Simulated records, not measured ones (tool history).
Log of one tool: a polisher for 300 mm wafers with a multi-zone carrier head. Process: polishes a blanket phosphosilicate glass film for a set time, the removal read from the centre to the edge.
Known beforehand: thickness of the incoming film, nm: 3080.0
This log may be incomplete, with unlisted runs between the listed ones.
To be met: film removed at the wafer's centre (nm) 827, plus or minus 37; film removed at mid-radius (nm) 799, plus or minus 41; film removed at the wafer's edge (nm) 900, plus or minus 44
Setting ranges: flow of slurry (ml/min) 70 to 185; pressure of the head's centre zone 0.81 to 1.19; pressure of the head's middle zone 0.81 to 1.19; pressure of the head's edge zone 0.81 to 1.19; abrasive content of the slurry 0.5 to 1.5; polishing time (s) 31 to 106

run	hour	flow of slurry (ml/min)	pressure of the head's centre zone	pressure of the head's middle zone	pressure of the head's edge zone	abrasive content of the slurry	polishing time (s)	film removed at the wafer's centre (nm)	film removed at mid-radius (nm)	film removed at the wafer's edge (nm)
1	0	120	1	1	1	1	68	700.16	670.28	703.33
2	8.1	120	1	1	1.01	1.05	68	696.51	675.65	709.18
3	14.6	125	1	1	1.02	1.1	68	707.06	693.46	724.39
4	18.4	125	1	0.99	1.03	1.15	69	747.66	721.75	762.35
5	27.1	125	1.05	0.99	1.03	1.15	69	752.1	699.58	751.02
6	35.4	125	1.05	0.99	1.03	1.3	69	811.05	729.32	764.74
7	42.9	125	1.04	0.99	1.04	1.3	69	808.73	752.98	783.46
8	45.7	125	1.04	0.98	1.05	1.3	69	805.72	715.54	781.58
9	49.1	125	1.03	0.98	1.06	1.3	69	776.85	729.3	796.83
10	53.3	135	1.02	0.97	1.09	1.4	70	843.98	774.37	845.91
11	59.5	135	1.02	0.97	1.1	1.4	70	814.08	795.41	853.24

Exercise: of the 4 proposed moves below, exactly one satisfies all targets within the stated allowed misses. Which move is it?
A	65.7	145	0.99	0.97	1.13	1.3	73	?	?	?
B	65.7	125	1.05	1.11	1.07	1.25	72	?	?	?
C	65.7	130	1.01	1.04	1.08	1.4	69	?	?	?
D	65.7	120	1.06	1.03	1.1	1.45	69	?	?	?

move	film removed at the wafer's centre (nm)	film removed at mid-radius (nm)	film removed at the wafer's edge (nm)
A	813.5	800.18	884.56
B	810.18	844.83	816.88
C	781.1	800.73	820.63
D	810.2	786.57	825.52
A: all results land within tolerance of their targets
B: the biggest miss grows against the last run
C: the biggest miss grows against the last run
D: the biggest miss grows against the last run
A meets every target.
